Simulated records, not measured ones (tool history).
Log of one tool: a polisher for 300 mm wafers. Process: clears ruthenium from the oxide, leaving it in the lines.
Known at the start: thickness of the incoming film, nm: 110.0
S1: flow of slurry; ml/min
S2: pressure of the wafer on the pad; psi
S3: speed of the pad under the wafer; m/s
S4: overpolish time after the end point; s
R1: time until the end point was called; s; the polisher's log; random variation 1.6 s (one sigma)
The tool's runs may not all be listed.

run    day   S1   S2    S3  S4       R1
  1  0.000  265  2.4  0.82   5   95.152
  2  0.225  265  2.2  0.82   5  105.220
  3  0.521  265  2.2  0.82   4  105.520
  4  0.567  265  2.7  0.82   4   86.996
  5  0.700  265  2.7  0.82   5   86.200
  6  0.858  265  2.4  0.82   5   96.770
  7  1.175  265  2.2  0.82   5  105.760
  8  1.221  265  2.0  0.82   5  111.620
  9  1.508  265  1.9  0.82   5  119.700

The next listed run, before its measurement:
 10  1.600  265  1.3  0.82   5   ?

Run 10 gave R1 174.100 s.
